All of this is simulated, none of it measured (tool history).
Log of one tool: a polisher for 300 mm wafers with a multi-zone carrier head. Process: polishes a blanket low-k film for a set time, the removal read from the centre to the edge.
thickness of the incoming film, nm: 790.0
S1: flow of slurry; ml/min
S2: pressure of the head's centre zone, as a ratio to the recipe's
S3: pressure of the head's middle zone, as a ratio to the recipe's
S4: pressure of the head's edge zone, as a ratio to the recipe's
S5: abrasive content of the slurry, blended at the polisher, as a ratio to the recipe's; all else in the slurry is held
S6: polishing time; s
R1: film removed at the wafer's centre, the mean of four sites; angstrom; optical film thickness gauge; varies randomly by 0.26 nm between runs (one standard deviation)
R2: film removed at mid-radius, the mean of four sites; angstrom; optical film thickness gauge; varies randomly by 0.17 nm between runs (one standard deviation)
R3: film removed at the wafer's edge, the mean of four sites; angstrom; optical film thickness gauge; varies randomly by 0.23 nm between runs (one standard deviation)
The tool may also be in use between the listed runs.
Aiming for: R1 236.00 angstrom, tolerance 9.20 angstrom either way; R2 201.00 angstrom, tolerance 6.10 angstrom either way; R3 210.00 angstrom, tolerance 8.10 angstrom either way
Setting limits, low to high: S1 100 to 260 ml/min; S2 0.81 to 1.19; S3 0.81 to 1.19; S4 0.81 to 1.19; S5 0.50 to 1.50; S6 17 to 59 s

| run | hour | S1 | S2 | S3 | S4 | S5 | S6 | R1 | R2 | R3 |
|---|---|---|---|---|---|---|---|---|---|---|
| 1 | 0.0 | 165 | 1.00 | 1.00 | 1.00 | 1.00 | 38 | 132.68 | 137.57 | 138.69 |
| 2 | 5.1 | 165 | 1.00 | 1.06 | 1.00 | 1.00 | 38 | 133.93 | 144.19 | 137.75 |
| 3 | 7.1 | 170 | 1.02 | 1.06 | 1.02 | 1.05 | 38 | 140.75 | 144.97 | 142.83 |
| 4 | 15.3 | 190 | 1.02 | 1.06 | 1.02 | 1.05 | 38 | 146.63 | 148.55 | 145.52 |
| 5 | 16.2 | 195 | 1.03 | 1.07 | 1.03 | 1.10 | 38 | 146.52 | 155.01 | 145.92 |
| 6 | 20.2 | 195 | 0.97 | 1.07 | 1.03 | 1.10 | 38 | 140.83 | 154.00 | 148.24 |
| 7 | 24.7 | 200 | 1.00 | 1.06 | 1.04 | 1.15 | 39 | 147.68 | 160.56 | 157.72 |
| 8 | 32.3 | 210 | 1.02 | 1.04 | 1.02 | 1.20 | 40 | 163.42 | 166.86 | 161.60 |
| 9 | 36.1 | 210 | 1.12 | 1.01 | 1.12 | 1.45 | 43 | 207.23 | 189.62 | 192.30 |
| 10 | 44.4 | 215 | 1.13 | 1.01 | 1.13 | 1.45 | 43 | 204.28 | 187.92 | 198.94 |
| 11 | 50.4 | 220 | 1.14 | 1.01 | 1.12 | 1.45 | 43 | 212.05 | 187.98 | 194.88 |
| 12 | 52.9 | 225 | 1.15 | 1.01 | 1.12 | 1.45 | 43 | 213.10 | 188.95 | 194.02 |
| 13 | 59.6 | 230 | 1.17 | 1.01 | 1.14 | 1.50 | 44 | 226.61 | 197.94 | 205.91 |

Pick the move, out of 4, that brings all results within their allowed miss; only one does.
| A | 66.3 | 260 | 1.18 | 0.98 | 1.15 | 1.50 | 45 | ? | ? | ? |
| B | 66.3 | 260 | 1.17 | 0.98 | 1.19 | 1.50 | 43 | ? | ? | ? |
| C | 66.3 | 230 | 1.18 | 0.96 | 1.14 | 1.50 | 44 | ? | ? | ? |
| D | 66.3 | 140 | 1.13 | 1.06 | 1.08 | 0.95 | 58 | ? | ? | ? |

| move | R1 | R2 | R3 |
|---|---|---|---|
| A | 237.43 | 198.36 | 209.05 |
| B | 224.94 | 189.54 | 202.31 |
| C | 228.26 | 188.13 | 201.49 |
| D | 216.99 | 203.45 | 202.71 |
A: every result lands within tolerance
B: moves away from the targets compared with the last run
C: gets the furthest-off result to its target, but another result is out of tolerance
D: moves away from the targets compared with the last run
The right move is A.

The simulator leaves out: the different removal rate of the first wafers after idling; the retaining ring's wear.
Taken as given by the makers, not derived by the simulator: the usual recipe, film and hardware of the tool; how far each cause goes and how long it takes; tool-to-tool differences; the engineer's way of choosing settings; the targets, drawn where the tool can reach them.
